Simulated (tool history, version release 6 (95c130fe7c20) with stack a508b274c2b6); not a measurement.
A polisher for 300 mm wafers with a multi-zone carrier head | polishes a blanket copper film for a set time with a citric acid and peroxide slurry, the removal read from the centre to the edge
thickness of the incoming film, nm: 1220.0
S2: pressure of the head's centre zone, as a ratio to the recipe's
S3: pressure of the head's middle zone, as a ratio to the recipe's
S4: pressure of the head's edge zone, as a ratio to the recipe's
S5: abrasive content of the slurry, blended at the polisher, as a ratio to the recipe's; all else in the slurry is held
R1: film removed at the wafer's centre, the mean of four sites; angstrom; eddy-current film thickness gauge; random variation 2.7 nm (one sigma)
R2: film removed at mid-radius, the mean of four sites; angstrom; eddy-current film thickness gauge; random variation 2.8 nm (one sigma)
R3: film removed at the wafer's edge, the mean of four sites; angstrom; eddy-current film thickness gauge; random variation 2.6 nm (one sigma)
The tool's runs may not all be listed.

Run 1, hour 0: flow of slurry (ml/min) 265, S2 1, S3 1, S4 1, S5 1, polishing time (s) 57. Result: R1 1621.7 angstrom, R2 1581.5 angstrom, R3 1584.9 angstrom.
Run 2, hour 4.1: flow of slurry (ml/min) 265, S2 1, S3 1.05, S4 1, S5 1, polishing time (s) 57. Result: R1 1648.2 angstrom, R2 1627.3 angstrom, R3 1609.9 angstrom.
Run 3, hour 6.5: flow of slurry (ml/min) 265, S2 1.08, S3 1.05, S4 1, S5 1, polishing time (s) 57. Result: R1 1787.8 angstrom, R2 1680.3 angstrom, R3 1615.5 angstrom.
Run 4, hour 7.3: flow of slurry (ml/min) 265, S2 1.06, S3 1.07, S4 1.02, S5 1.1, polishing time (s) 58. Result: R1 1847.5 angstrom, R2 1760.8 angstrom, R3 1699.8 angstrom.
Run 5, hour 8.7: flow of slurry (ml/min) 265, S2 1.04, S3 1.09, S4 1.04, S5 1.15, polishing time (s) 59. Result: R1 1839 angstrom, R2 1829.4 angstrom, R3 1701.3 angstrom.
Run 6, hour 12.8: flow of slurry (ml/min) 265, S2 1, S3 1.09, S4 1.04, S5 1.15, polishing time (s) 59. Result: R1 1765.7 angstrom, R2 1807.4 angstrom, R3 1735.7 angstrom.
Run 7, hour 17.6: flow of slurry (ml/min) 265, S2 0.99, S3 1.1, S4 1.05, S5 1.2, polishing time (s) 60. Result: R1 1802.9 angstrom, R2 1893.8 angstrom, R3 1757.5 angstrom.

Forecast run 8:
Run 8, hour 18.8: flow of slurry (ml/min) 265, S2 0.98, S3 1.09, S4 1.07, S5 1.25, polishing time (s) 61. Result: R1 ?, R2 ?, R3 ?.

Run 8 gave R1 1843.2 angstrom, R2 1913.9 angstrom, R3 1852.4 angstrom.
